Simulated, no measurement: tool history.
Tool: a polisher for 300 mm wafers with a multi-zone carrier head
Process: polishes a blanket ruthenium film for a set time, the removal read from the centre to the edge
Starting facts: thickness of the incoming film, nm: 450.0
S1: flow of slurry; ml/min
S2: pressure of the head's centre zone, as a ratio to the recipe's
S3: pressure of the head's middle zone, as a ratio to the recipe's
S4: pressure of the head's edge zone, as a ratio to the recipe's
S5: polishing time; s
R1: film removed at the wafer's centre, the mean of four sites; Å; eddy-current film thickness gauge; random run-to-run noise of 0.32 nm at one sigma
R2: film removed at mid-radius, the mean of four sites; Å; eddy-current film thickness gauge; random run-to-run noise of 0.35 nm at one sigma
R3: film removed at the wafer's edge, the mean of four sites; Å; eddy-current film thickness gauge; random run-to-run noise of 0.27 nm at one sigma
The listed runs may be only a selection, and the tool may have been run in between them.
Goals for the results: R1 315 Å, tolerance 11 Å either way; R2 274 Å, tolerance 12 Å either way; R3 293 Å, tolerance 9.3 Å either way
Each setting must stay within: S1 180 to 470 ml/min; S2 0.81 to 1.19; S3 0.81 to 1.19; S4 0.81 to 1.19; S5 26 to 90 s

run  hour   S1    S2    S3    S4  S5      R1      R2      R3
  1     0  300     1     1     1  58  467.16  477.56  462.78
  2   2.5  300     1     1  0.92  58  466.59  466.29  441.85
  3  10.4  295     1  0.97  0.91  54  431.11  427.34   414.4
  4  17.8  295     1  0.97  0.82  54  427.44  424.95  395.79
  5  25.8  295  1.01  0.94  0.82  50  403.42  385.95  365.24
  6  26.8  290  1.01  0.91  0.83  47   375.5   350.1   343.6
  7  34.7  285  1.01  0.89  0.83  46  371.37  337.72  332.83
  8  37.9  280     1  0.87  0.84  45  356.51  327.65     331
  9  39.9  270  1.02  0.81  0.84  36  288.21  247.74  265.83
 10  43.1  285  1.02  0.82  0.86  36  291.28  242.29  264.88
 11    47  285  1.02  0.83  0.87  37  303.21  258.27  278.37
 12  53.6  290  1.02  0.84  0.88  37  300.79  260.65  278.92
 13  58.6  295  1.02  0.85  0.89  37  302.68  259.41  281.75
 14  67.5  300  1.02  0.86  0.89  37  299.78  268.74  279.93
 15  74.7  295  1.02  0.86   0.9  37  300.91  261.73  284.85

Pick the move, out of 4, that brings all results within their allowed miss; only one does.
  A  81.9  300   1.1  0.81  0.84  37   ?   ?   ?
  B  81.9  275  0.95  0.86  0.89  36   ?   ?   ?
  C  81.9  320  1.07  0.81  0.91  37   ?   ?   ?
  D  81.9  260  1.05  0.89  0.92  38   ?   ?   ?

move      R1      R2      R3
   A  327.71  250.85  276.66
   B  273.38  255.01  274.87
   C  320.21  251.93   287.8
   D  317.89  275.68  293.61
A: pushes the last run's worst result past its target
B: further off than the last run
C: the worst result of the last run now meets its target, but another is out of spec
D: meets every target
So the answer is move D, the one that meets all the targets.

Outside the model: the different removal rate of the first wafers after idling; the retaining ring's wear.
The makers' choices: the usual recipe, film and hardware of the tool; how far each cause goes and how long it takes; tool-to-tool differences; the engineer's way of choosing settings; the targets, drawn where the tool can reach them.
